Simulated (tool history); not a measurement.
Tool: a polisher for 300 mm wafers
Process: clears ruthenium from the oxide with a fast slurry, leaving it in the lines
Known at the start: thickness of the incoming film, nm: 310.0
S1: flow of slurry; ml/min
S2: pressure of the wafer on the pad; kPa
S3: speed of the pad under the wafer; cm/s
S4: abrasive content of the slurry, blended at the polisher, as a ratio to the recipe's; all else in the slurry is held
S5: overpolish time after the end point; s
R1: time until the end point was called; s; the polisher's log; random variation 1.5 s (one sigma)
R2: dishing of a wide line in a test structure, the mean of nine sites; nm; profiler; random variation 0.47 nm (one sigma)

run,hour,S1,S2,S3,S4,S5,R1,R2
1,0,290,18.6,114,1,14,67.192,28.414
2,5.5,290,18.6,114,0.85,14,72.668,27.035
3,14.4,245,18.6,114,0.85,14,74.634,27.688
4,20.1,245,18.6,114,0.85,12,74.314,24.654
5,21.2,245,18.6,104,0.85,12,80.633,23.683
6,23.5,245,18.6,104,0.85,14,79.627,25.686
7,32.3,245,17.9,104,0.85,14,83.353,25.422
8,37.4,245,17.9,104,0.85,14,84.199,26.1
9,44.2,245,17.2,104,0.85,14,84.948,25.866
10,49.5,245,16.5,104,0.85,14,86.302,24.528
11,51,245,15.9,102,0.85,15,91.695,25.214

The next listed run, before its measurement:
12,52.7,245,15.2,102,0.85,15,?,?

Run 12 gave R1 93.298 s, R2 24.906 nm.

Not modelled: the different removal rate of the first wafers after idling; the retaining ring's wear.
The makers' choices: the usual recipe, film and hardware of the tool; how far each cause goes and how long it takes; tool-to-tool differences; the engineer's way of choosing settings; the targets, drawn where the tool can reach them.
